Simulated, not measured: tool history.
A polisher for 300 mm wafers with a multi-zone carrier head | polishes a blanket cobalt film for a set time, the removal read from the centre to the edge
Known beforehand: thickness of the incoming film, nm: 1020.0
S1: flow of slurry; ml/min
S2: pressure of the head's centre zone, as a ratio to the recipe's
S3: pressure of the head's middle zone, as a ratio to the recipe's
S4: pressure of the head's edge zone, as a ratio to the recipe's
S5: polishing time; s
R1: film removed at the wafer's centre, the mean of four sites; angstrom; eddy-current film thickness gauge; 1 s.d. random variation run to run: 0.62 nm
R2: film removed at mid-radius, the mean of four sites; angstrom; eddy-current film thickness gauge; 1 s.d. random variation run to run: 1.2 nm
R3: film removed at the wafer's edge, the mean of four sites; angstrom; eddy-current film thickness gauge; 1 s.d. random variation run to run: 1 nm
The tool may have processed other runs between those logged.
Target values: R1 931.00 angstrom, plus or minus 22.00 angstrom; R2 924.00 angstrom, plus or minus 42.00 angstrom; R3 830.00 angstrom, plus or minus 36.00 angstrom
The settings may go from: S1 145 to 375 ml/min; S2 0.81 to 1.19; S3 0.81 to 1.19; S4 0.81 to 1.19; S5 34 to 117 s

run	hour	S1	S2	S3	S4	S5	R1	R2	R3
1	0.0	240	1.00	1.00	1.00	75	1764.20	1697.50	1708.50
2	4.8	240	1.00	1.00	1.00	61	1411.40	1377.00	1365.30
3	11.5	240	1.04	1.00	1.00	61	1484.90	1381.70	1372.80
4	13.4	240	1.03	1.00	0.98	58	1407.60	1321.00	1271.60
5	13.9	240	1.02	0.99	0.96	56	1332.10	1252.10	1231.20
6	21.5	240	1.02	0.99	1.04	56	1343.40	1263.20	1253.80
7	22.8	235	1.02	0.99	1.02	53	1254.30	1211.20	1176.50
8	27.3	255	1.02	0.92	0.92	34	817.63	741.73	733.85
9	34.3	255	1.04	1.02	0.98	35	854.25	813.98	792.51
10	36.5	250	1.05	1.04	0.98	35	863.20	844.82	785.35
11	41.7	250	1.06	1.05	0.99	35	865.02	832.89	798.46
12	45.1	245	1.07	1.06	0.99	35	865.34	835.77	776.59
13	49.7	245	1.07	1.07	1.00	35	877.10	840.05	771.84
14	54.8	245	1.07	1.08	1.01	35	876.09	846.41	781.36
15	58.4	245	1.07	1.09	1.02	35	882.87	879.03	781.70
16	62.1	245	1.07	1.09	1.03	35	876.44	852.83	814.75

Below are 4 possible settings for the next run. Only one of them brings all results inside the allowed miss of their targets. Which is it?
A	65.8	200	1.17	1.00	1.12	35	?	?	?
B	65.8	255	0.93	1.18	1.01	36	?	?	?
C	65.8	260	1.09	1.16	0.83	36	?	?	?
D	65.8	255	1.10	1.14	1.05	36	?	?	?

move	R1	R2	R3
A	933.90	783.92	821.05
B	796.62	963.15	821.40
C	934.51	950.75	751.61
D	940.38	934.03	837.62
A: gets the furthest-off result to its target, but another result is out of tolerance
B: the biggest miss grows against the last run
C: gets the furthest-off result to its target, but another result is out of tolerance
D: in spec on every target
D meets every target.

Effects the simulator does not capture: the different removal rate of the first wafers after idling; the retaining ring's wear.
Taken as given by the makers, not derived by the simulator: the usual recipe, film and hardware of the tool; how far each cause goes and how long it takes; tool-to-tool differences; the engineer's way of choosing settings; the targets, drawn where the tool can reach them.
